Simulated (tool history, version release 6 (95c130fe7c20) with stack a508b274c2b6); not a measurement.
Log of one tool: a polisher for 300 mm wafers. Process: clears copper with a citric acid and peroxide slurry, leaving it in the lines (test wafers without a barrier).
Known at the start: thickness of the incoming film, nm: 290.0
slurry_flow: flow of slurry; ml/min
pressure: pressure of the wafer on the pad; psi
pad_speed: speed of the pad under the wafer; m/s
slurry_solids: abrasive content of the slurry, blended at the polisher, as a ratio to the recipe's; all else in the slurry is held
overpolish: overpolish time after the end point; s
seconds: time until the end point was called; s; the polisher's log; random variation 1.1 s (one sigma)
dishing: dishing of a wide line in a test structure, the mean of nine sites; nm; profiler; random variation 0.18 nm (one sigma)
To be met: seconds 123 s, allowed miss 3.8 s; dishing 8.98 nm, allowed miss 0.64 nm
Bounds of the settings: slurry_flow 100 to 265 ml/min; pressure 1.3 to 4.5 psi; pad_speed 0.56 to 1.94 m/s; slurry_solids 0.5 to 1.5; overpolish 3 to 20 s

| run | hour | slurry_flow | pressure | pad_speed | slurry_solids | overpolish | seconds | dishing |
|---|---|---|---|---|---|---|---|---|
| 1 | 0 | 170 | 2.9 | 1.24 | 1 | 10 | 115.49 | 17.726 |
| 2 | 8.3 | 170 | 2.9 | 0.94 | 1 | 10 | 149.71 | 14.561 |
| 3 | 13 | 170 | 2.9 | 0.94 | 1 | 12 | 150.63 | 17.751 |
| 4 | 15.2 | 180 | 3 | 0.96 | 1 | 9 | 143.9 | 13.637 |
| 5 | 19.3 | 180 | 3 | 1.12 | 1 | 9 | 123.47 | 16.222 |
| 6 | 23 | 170 | 3 | 1.12 | 1 | 7 | 123.81 | 12.562 |
| 7 | 24.9 | 165 | 3 | 1.12 | 1 | 6 | 124.91 | 10.656 |
| 8 | 27 | 160 | 3 | 1.12 | 1 | 6 | 124.87 | 10.937 |

Which of these 4 next moves meets every target?
| A | 29.1 | 155 | 3.1 | 1.08 | 1.05 | 5 | ? | ? |
| B | 29.1 | 135 | 3.3 | 1.04 | 0.85 | 7 | ? | ? |
| C | 29.1 | 195 | 3 | 1.04 | 1 | 5 | ? | ? |
| D | 29.1 | 145 | 2.8 | 1.26 | 1.05 | 7 | ? | ? |

| move | seconds | dishing |
|---|---|---|
| A | 123.62 | 8.644 |
| B | 127.13 | 11.612 |
| C | 129.51 | 8.2623 |
| D | 118.62 | 12.355 |
A: meets every target
B: further off than the last run
C: takes the result that was furthest off past its target
D: further off than the last run
Move A is the one to make.
